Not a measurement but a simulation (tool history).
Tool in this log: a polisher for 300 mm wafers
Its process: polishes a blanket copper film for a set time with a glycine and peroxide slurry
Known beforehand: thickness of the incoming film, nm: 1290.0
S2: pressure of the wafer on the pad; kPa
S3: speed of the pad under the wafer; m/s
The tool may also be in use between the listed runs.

Run 1, day 0: flow of slurry (ml/min) 130, S2 15.9 kPa, S3 1.14 m/s, polishing time (s) 55. Result: film removed (nm) 267.53.
Run 2, day 0.088: flow of slurry (ml/min) 125, S2 13.8 kPa, S3 1.12 m/s, polishing time (s) 55. Result: film removed (nm) 229.75.
Run 3, day 0.2: flow of slurry (ml/min) 125, S2 13.8 kPa, S3 1.38 m/s, polishing time (s) 55. Result: film removed (nm) 263.25.
Run 4, day 0.354: flow of slurry (ml/min) 135, S2 13.8 kPa, S3 1.38 m/s, polishing time (s) 55. Result: film removed (nm) 279.99.
Run 5, day 0.542: flow of slurry (ml/min) 120, S2 12.4 kPa, S3 1.38 m/s, polishing time (s) 55. Result: film removed (nm) 243.97.
Run 6, day 0.762: flow of slurry (ml/min) 120, S2 16.5 kPa, S3 1.38 m/s, polishing time (s) 55. Result: film removed (nm) 318.18.
Run 7, day 1.133: flow of slurry (ml/min) 110, S2 12.4 kPa, S3 1.34 m/s, polishing time (s) 55. Result: film removed (nm) 239.29.
Run 8, day 1.283: flow of slurry (ml/min) 110, S2 11 kPa, S3 1.34 m/s, polishing time (s) 55. Result: film removed (nm) 215.66.

What will run 9 give?
Run 9, day 1.467: flow of slurry (ml/min) 105, S2 10.3 kPa, S3 1.34 m/s, polishing time (s) 55. Result: film removed (nm) ?.

{"run 9": {"film removed (nm)": 203.11}}
